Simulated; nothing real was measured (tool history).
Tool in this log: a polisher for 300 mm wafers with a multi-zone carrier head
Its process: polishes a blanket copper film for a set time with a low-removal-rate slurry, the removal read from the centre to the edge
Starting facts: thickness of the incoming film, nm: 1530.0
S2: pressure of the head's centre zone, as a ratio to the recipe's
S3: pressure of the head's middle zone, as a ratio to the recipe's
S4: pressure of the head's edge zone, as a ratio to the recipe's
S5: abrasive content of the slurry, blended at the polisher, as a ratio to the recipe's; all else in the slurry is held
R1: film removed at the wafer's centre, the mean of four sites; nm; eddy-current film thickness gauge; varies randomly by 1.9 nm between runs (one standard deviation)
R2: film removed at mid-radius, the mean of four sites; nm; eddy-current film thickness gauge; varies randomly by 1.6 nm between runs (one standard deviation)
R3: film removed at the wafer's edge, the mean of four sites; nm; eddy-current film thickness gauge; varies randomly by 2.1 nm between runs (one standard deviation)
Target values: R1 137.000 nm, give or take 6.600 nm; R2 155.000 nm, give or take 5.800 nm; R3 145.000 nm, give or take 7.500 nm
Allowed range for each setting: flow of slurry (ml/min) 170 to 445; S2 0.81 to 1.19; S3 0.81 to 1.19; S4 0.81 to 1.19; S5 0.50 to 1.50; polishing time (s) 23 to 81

Run 1, day 0.000: flow of slurry (ml/min) 285, S2 1.00, S3 1.00, S4 1.00, S5 1.00, polishing time (s) 52. Result: R1 89.722 nm, R2 93.809 nm, R3 94.967 nm.
Run 2, day 0.246: flow of slurry (ml/min) 250, S2 1.00, S3 1.00, S4 1.00, S5 1.00, polishing time (s) 52. Result: R1 88.167 nm, R2 93.576 nm, R3 97.007 nm.
Run 3, day 0.575: flow of slurry (ml/min) 250, S2 1.01, S3 1.03, S4 1.00, S5 1.10, polishing time (s) 56. Result: R1 95.120 nm, R2 104.680 nm, R3 105.030 nm.
Run 4, day 0.854: flow of slurry (ml/min) 250, S2 1.03, S3 1.05, S4 1.00, S5 1.20, polishing time (s) 60. Result: R1 108.750 nm, R2 118.930 nm, R3 112.180 nm.
Run 5, day 0.892: flow of slurry (ml/min) 240, S2 1.03, S3 1.05, S4 1.02, S5 1.25, polishing time (s) 63. Result: R1 114.750 nm, R2 123.930 nm, R3 118.290 nm.
Run 6, day 1.238: flow of slurry (ml/min) 230, S2 1.02, S3 1.06, S4 1.03, S5 1.30, polishing time (s) 66. Result: R1 121.110 nm, R2 131.020 nm, R3 130.510 nm.
Run 7, day 1.483: flow of slurry (ml/min) 235, S2 1.02, S3 1.08, S4 1.04, S5 1.35, polishing time (s) 67. Result: R1 121.390 nm, R2 136.190 nm, R3 129.710 nm.
At day 1.542: centre zone pressure recalibrated.
Run 8, day 1.542: flow of slurry (ml/min) 235, S2 1.02, S3 1.09, S4 1.04, S5 1.35, polishing time (s) 68. Result: R1 132.100 nm, R2 139.060 nm, R3 136.220 nm.
Run 9, day 1.817: flow of slurry (ml/min) 230, S2 1.00, S3 1.11, S4 1.02, S5 1.40, polishing time (s) 69. Result: R1 131.310 nm, R2 143.710 nm, R3 138.190 nm.
Run 10, day 1.971: flow of slurry (ml/min) 230, S2 0.99, S3 1.13, S4 1.02, S5 1.40, polishing time (s) 69. Result: R1 131.470 nm, R2 148.550 nm, R3 138.110 nm.
Run 11, day 2.250: flow of slurry (ml/min) 230, S2 0.99, S3 1.13, S4 1.03, S5 1.40, polishing time (s) 69. Result: R1 129.920 nm, R2 147.860 nm, R3 139.060 nm.

4 next moves are on the table. One of them brings every result within its allowed miss. Which?
Run A, day 2.529: flow of slurry (ml/min) 235, S2 0.95, S3 1.09, S4 1.19, S5 1.30, polishing time (s) 76. Result: R1 ?, R2 ?, R3 ?.
Run B, day 2.529: flow of slurry (ml/min) 185, S2 0.88, S3 1.15, S4 1.04, S5 1.40, polishing time (s) 74. Result: R1 ?, R2 ?, R3 ?.
Run C, day 2.529: flow of slurry (ml/min) 280, S2 0.81, S3 1.09, S4 1.19, S5 1.50, polishing time (s) 72. Result: R1 ?, R2 ?, R3 ?.
Run D, day 2.529: flow of slurry (ml/min) 305, S2 1.00, S3 1.15, S4 1.11, S5 1.35, polishing time (s) 70. Result: R1 ?, R2 ?, R3 ?.

move       R1       R2       R3
   A  138.170  155.010  159.170
   B  125.820  155.050  143.190
   C  127.000  155.350  158.600
   D  136.930  155.520  145.920
A: brings the last run's worst result on target, with another outside its allowed miss
B: brings the last run's worst result on target, with another outside its allowed miss
C: brings the last run's worst result on target, with another outside its allowed miss
D: all results in spec
Move D is the one to make.

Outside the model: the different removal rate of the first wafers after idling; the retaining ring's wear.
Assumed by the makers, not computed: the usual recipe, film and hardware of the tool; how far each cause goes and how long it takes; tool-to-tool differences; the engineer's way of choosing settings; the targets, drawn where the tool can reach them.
